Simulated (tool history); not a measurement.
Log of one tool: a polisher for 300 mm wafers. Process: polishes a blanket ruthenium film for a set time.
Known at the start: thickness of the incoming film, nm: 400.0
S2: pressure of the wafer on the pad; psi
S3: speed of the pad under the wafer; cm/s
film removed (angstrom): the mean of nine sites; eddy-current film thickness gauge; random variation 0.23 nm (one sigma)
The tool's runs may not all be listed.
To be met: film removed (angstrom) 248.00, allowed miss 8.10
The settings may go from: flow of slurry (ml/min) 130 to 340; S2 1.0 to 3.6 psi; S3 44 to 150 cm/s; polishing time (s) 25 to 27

Run 1, day 0.000: flow of slurry (ml/min) 220, S2 2.3 psi, S3 96 cm/s, polishing time (s) 27. Result: film removed (angstrom) 388.72.
Run 2, day 0.158: flow of slurry (ml/min) 220, S2 2.3 psi, S3 110 cm/s, polishing time (s) 27. Result: film removed (angstrom) 454.39.
Run 3, day 0.354: flow of slurry (ml/min) 220, S2 2.3 psi, S3 134 cm/s, polishing time (s) 27. Result: film removed (angstrom) 551.69.
Run 4, day 0.458: flow of slurry (ml/min) 220, S2 2.3 psi, S3 134 cm/s, polishing time (s) 27. Result: film removed (angstrom) 554.62.
Run 5, day 0.733: flow of slurry (ml/min) 220, S2 2.3 psi, S3 148 cm/s, polishing time (s) 27. Result: film removed (angstrom) 607.44.
Run 6, day 1.029: flow of slurry (ml/min) 220, S2 2.9 psi, S3 148 cm/s, polishing time (s) 27. Result: film removed (angstrom) 762.57.
Run 7, day 1.296: flow of slurry (ml/min) 220, S2 2.7 psi, S3 142 cm/s, polishing time (s) 27. Result: film removed (angstrom) 680.22.
Run 8, day 1.500: flow of slurry (ml/min) 220, S2 2.5 psi, S3 138 cm/s, polishing time (s) 27. Result: film removed (angstrom) 610.03.
Run 9, day 1.717: flow of slurry (ml/min) 220, S2 2.3 psi, S3 134 cm/s, polishing time (s) 27. Result: film removed (angstrom) 559.72.
Run 10, day 1.912: flow of slurry (ml/min) 220, S2 2.2 psi, S3 130 cm/s, polishing time (s) 27. Result: film removed (angstrom) 509.67.
Run 11, day 2.212: flow of slurry (ml/min) 220, S2 2.1 psi, S3 126 cm/s, polishing time (s) 27. Result: film removed (angstrom) 470.77.
Run 12, day 2.300: flow of slurry (ml/min) 220, S2 2.0 psi, S3 124 cm/s, polishing time (s) 27. Result: film removed (angstrom) 440.70.
Run 13, day 2.554: flow of slurry (ml/min) 220, S2 1.9 psi, S3 122 cm/s, polishing time (s) 27. Result: film removed (angstrom) 414.14.
Run 14, day 2.638: flow of slurry (ml/min) 215, S2 1.3 psi, S3 108 cm/s, polishing time (s) 27. Result: film removed (angstrom) 260.86.
Run 15, day 2.879: flow of slurry (ml/min) 205, S2 1.3 psi, S3 108 cm/s, polishing time (s) 27. Result: film removed (angstrom) 254.69.

5 next moves are on the table. One of them brings every result within its allowed miss. Which?
Run A, day 3.121: flow of slurry (ml/min) 230, S2 1.3 psi, S3 106 cm/s, polishing time (s) 26. Result: film removed (angstrom) ?.
Run B, day 3.121: flow of slurry (ml/min) 160, S2 1.5 psi, S3 102 cm/s, polishing time (s) 27. Result: film removed (angstrom) ?.
Run C, day 3.121: flow of slurry (ml/min) 245, S2 1.2 psi, S3 118 cm/s, polishing time (s) 27. Result: film removed (angstrom) ?.
Run D, day 3.121: flow of slurry (ml/min) 210, S2 1.4 psi, S3 114 cm/s, polishing time (s) 26. Result: film removed (angstrom) ?.
Run E, day 3.121: flow of slurry (ml/min) 205, S2 1.3 psi, S3 114 cm/s, polishing time (s) 27. Result: film removed (angstrom) ?.

move  film removed (angstrom)
   A                   246.50
   B                   271.39
   C                   265.07
   D                   281.28
   E                   271.55
A: meets every target
B: further off than the last run
C: further off than the last run
D: further off than the last run
E: further off than the last run
The right move is A.
